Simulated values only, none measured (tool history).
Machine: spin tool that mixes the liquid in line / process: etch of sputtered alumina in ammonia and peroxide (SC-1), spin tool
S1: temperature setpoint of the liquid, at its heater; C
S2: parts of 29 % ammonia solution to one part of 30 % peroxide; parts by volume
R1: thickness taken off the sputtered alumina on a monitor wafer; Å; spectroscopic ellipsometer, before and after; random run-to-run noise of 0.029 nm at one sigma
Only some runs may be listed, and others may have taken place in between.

Run 1, hour 0.0: S1 61.0 C, S2 0.6 parts by volume, time under the liquid (s) 55. Result: R1 52.191 Å.
Run 2, hour 7.0: S1 65.0 C, S2 0.6 parts by volume, time under the liquid (s) 55. Result: R1 64.186 Å.
Run 3, hour 14.3: S1 70.0 C, S2 0.6 parts by volume, time under the liquid (s) 55. Result: R1 81.639 Å.
Run 4, hour 18.4: S1 70.0 C, S2 0.6 parts by volume, time under the liquid (s) 45. Result: R1 66.965 Å.
Run 5, hour 19.1: S1 70.0 C, S2 0.4 parts by volume, time under the liquid (s) 45. Result: R1 64.669 Å.
Run 6, hour 22.1: S1 70.0 C, S2 0.4 parts by volume, time under the liquid (s) 55. Result: R1 78.841 Å.
Run 7, hour 22.8: S1 63.5 C, S2 0.4 parts by volume, time under the liquid (s) 55. Result: R1 57.136 Å.
Run 8, hour 28.5: S1 63.5 C, S2 0.4 parts by volume, time under the liquid (s) 55. Result: R1 56.890 Å.

Forecast run 9:
Run 9, hour 31.9: S1 64.0 C, S2 0.4 parts by volume, time under the liquid (s) 55. Result: R1 ?.

{"run 9": {"R1": 58.321}}
